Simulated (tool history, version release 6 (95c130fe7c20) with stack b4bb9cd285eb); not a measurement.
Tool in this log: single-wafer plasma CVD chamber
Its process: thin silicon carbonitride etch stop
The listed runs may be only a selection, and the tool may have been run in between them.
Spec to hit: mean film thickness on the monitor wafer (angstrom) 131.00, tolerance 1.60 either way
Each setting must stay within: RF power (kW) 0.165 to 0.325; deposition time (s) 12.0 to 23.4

run,day,RF power (kW),deposition time (s),mean film thickness on the monitor wafer (angstrom)
1,0.000,0.245,17.7,107.54
2,0.271,0.260,17.7,108.63
3,0.338,0.265,18.0,111.44
4,0.671,0.270,18.3,113.61
5,0.846,0.275,18.5,115.07
6,0.992,0.280,18.7,117.63
7,1.025,0.285,18.9,119.11
8,1.054,0.290,19.1,120.43
9,1.221,0.295,19.3,121.34
10,1.279,0.295,19.3,122.56
11,1.367,0.300,19.4,123.27
12,1.729,0.300,19.4,123.10
13,1.912,0.300,19.5,123.08
14,1.946,0.300,19.6,124.86
15,2.158,0.300,19.7,124.67
16,2.517,0.300,19.7,125.29
17,2.642,0.300,19.8,126.18
18,2.771,0.300,19.9,125.83
19,2.842,0.300,20.0,127.23

Next run, 4 choices. One meets every target within its allowed miss, the rest don't. Which?
A,2.912,0.285,20.3,?
B,2.912,0.295,19.2,?
C,2.912,0.290,20.7,?
D,2.912,0.295,20.2,?

move,mean film thickness on the monitor wafer (angstrom)
A,127.07
B,121.05
C,130.04
D,127.35
A: about the same distance from the targets as the last run
B: further off than the last run
C: all results land within tolerance of their targets
D: about the same distance from the targets as the last run
Go with C: it meets all targets.
